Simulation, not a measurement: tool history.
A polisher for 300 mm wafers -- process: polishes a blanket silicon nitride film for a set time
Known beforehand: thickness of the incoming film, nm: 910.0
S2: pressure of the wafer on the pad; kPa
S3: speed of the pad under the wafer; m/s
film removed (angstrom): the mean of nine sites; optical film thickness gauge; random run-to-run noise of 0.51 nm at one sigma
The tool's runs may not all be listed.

{"run": 1, "hour": 0.0, "flow of slurry (ml/min)": 280, "S2": 30.3, "S3": 1.38, "polishing time (s)": 32, "film removed (angstrom)": 813.11}
{"run": 2, "hour": 1.5, "flow of slurry (ml/min)": 280, "S2": 30.3, "S3": 1.38, "polishing time (s)": 29, "film removed (angstrom)": 739.38}
{"run": 3, "hour": 8.2, "flow of slurry (ml/min)": 280, "S2": 29.6, "S3": 1.38, "polishing time (s)": 29, "film removed (angstrom)": 723.67}
{"run": 4, "hour": 8.8, "flow of slurry (ml/min)": 315, "S2": 29.6, "S3": 1.38, "polishing time (s)": 29, "film removed (angstrom)": 734.93}
{"run": 5, "hour": 15.8, "flow of slurry (ml/min)": 250, "S2": 29.6, "S3": 1.38, "polishing time (s)": 29, "film removed (angstrom)": 713.83}
{"run": 6, "hour": 19.9, "flow of slurry (ml/min)": 250, "S2": 29.6, "S3": 1.38, "polishing time (s)": 29, "film removed (angstrom)": 711.52}
{"hour": 23.6, "done": "worn pad replaced by a new one"}
{"run": 7, "hour": 23.6, "flow of slurry (ml/min)": 240, "S2": 29.0, "S3": 1.38, "polishing time (s)": 29, "film removed (angstrom)": 762.26}

What does the tool deliver on the next run?
{"run": 8, "hour": 27.5, "flow of slurry (ml/min)": 270, "S2": 28.3, "S3": 1.38, "polishing time (s)": 29, "film removed (angstrom)": "?"}

Run 8 produced film removed (angstrom) 752.69.

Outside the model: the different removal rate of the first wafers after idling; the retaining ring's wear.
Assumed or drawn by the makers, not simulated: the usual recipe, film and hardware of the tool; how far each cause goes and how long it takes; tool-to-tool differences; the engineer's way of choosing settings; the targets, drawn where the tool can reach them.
